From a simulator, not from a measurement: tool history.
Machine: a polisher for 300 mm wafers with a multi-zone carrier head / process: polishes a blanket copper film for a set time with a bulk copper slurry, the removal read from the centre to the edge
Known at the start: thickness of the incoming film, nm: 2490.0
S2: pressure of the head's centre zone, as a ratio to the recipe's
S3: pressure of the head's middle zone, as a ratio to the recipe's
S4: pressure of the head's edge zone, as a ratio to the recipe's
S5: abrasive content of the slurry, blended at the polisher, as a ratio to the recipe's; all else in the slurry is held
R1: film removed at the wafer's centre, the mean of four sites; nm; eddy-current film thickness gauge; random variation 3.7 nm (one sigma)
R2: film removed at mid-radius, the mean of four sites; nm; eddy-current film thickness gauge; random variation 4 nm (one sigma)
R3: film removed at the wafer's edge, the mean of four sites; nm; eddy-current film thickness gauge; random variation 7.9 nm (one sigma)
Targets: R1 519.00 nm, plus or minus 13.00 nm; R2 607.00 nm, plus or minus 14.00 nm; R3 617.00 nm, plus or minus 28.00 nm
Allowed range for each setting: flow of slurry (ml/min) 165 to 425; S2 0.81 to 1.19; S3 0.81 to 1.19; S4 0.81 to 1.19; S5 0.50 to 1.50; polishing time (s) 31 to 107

Run 1, hour 0.0: flow of slurry (ml/min) 275, S2 1.00, S3 1.00, S4 1.00, S5 1.00, polishing time (s) 69. Result: R1 706.53 nm, R2 708.81 nm, R3 721.74 nm.
Run 2, hour 7.2: flow of slurry (ml/min) 265, S2 0.96, S3 0.99, S4 0.98, S5 0.95, polishing time (s) 69. Result: R1 662.53 nm, R2 694.24 nm, R3 722.03 nm.
Run 3, hour 10.6: flow of slurry (ml/min) 265, S2 0.96, S3 1.02, S4 0.98, S5 0.95, polishing time (s) 69. Result: R1 660.11 nm, R2 700.70 nm, R3 717.72 nm.
Run 4, hour 12.5: flow of slurry (ml/min) 265, S2 0.96, S3 0.97, S4 0.98, S5 0.95, polishing time (s) 69. Result: R1 675.05 nm, R2 681.47 nm, R3 714.02 nm.
Run 5, hour 13.2: flow of slurry (ml/min) 265, S2 0.94, S3 0.98, S4 0.95, S5 0.85, polishing time (s) 69. Result: R1 640.65 nm, R2 672.07 nm, R3 671.25 nm.
Run 6, hour 21.9: flow of slurry (ml/min) 265, S2 0.94, S3 0.98, S4 0.95, S5 0.85, polishing time (s) 62. Result: R1 578.83 nm, R2 607.36 nm, R3 616.85 nm.
Run 7, hour 23.3: flow of slurry (ml/min) 255, S2 0.93, S3 0.99, S4 0.95, S5 0.85, polishing time (s) 62. Result: R1 565.06 nm, R2 595.03 nm, R3 598.96 nm.
Run 8, hour 25.8: flow of slurry (ml/min) 255, S2 0.93, S3 0.99, S4 0.95, S5 0.85, polishing time (s) 62. Result: R1 571.34 nm, R2 607.79 nm, R3 597.32 nm.
Run 9, hour 30.2: flow of slurry (ml/min) 250, S2 0.91, S3 0.99, S4 0.96, S5 0.85, polishing time (s) 62. Result: R1 554.22 nm, R2 608.79 nm, R3 612.25 nm.
Run 10, hour 37.6: flow of slurry (ml/min) 245, S2 0.90, S3 0.99, S4 0.96, S5 0.85, polishing time (s) 62. Result: R1 543.98 nm, R2 597.67 nm, R3 609.76 nm.
Run 11, hour 46.7: flow of slurry (ml/min) 245, S2 0.89, S3 1.00, S4 0.96, S5 0.85, polishing time (s) 62. Result: R1 542.82 nm, R2 603.96 nm, R3 612.60 nm.

Of the 5 settings listed for the next run, only one would bring every result within its allowed miss of target. Which one?
Run A, hour 55.8: flow of slurry (ml/min) 285, S2 0.96, S3 1.00, S4 0.94, S5 0.70, polishing time (s) 60. Result: R1 ?, R2 ?, R3 ?.
Run B, hour 55.8: flow of slurry (ml/min) 240, S2 0.87, S3 1.02, S4 1.01, S5 0.65, polishing time (s) 64. Result: R1 ?, R2 ?, R3 ?.
Run C, hour 55.8: flow of slurry (ml/min) 365, S2 0.93, S3 0.95, S4 0.91, S5 1.00, polishing time (s) 57. Result: R1 ?, R2 ?, R3 ?.
Run D, hour 55.8: flow of slurry (ml/min) 315, S2 0.90, S3 1.01, S4 0.83, S5 0.60, polishing time (s) 63. Result: R1 ?, R2 ?, R3 ?.
Run E, hour 55.8: flow of slurry (ml/min) 220, S2 0.94, S3 1.03, S4 0.99, S5 0.75, polishing time (s) 58. Result: R1 ?, R2 ?, R3 ?.

move      R1      R2      R3
   A  559.79  584.86  575.33
   B  522.57  614.74  618.20
   C  558.81  576.23  580.00
   D  545.27  612.67  563.02
   E  515.55  566.20  561.15
A: its largest miss is bigger than the last run's
B: all results in spec
C: its largest miss is bigger than the last run's
D: its largest miss is bigger than the last run's
E: brings the result that was furthest off to its target, and leaves another outside
Go with B: it meets all targets.
